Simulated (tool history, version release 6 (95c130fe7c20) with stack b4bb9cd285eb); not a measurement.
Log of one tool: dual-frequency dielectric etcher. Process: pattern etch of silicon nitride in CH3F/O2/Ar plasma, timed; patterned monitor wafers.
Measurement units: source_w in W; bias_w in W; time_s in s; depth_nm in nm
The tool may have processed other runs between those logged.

run 1 hour=0 | source_w=380 bias_w=82 time_s=26 | depth_nm=18.178
run 2 hour=4.1 | source_w=360 bias_w=81 time_s=26 | depth_nm=17.663
run 3 hour=11.5 | source_w=430 bias_w=81 time_s=26 | depth_nm=19.373
run 4 hour=16 | source_w=430 bias_w=92 time_s=26 | depth_nm=20.47
run 5 hour=18.3 | source_w=400 bias_w=91 time_s=26 | depth_nm=19.634
run 6 hour=21.3 | source_w=400 bias_w=91 time_s=23.5 | depth_nm=17.632
run 7 hour=26.4 | source_w=390 bias_w=90 time_s=23.5 | depth_nm=17.293

What will run 8 give?
run 8 hour=34.3 | source_w=310 bias_w=86 time_s=23.5 | depth_nm=?

Logged for run 8: depth_nm 14.682 nm.

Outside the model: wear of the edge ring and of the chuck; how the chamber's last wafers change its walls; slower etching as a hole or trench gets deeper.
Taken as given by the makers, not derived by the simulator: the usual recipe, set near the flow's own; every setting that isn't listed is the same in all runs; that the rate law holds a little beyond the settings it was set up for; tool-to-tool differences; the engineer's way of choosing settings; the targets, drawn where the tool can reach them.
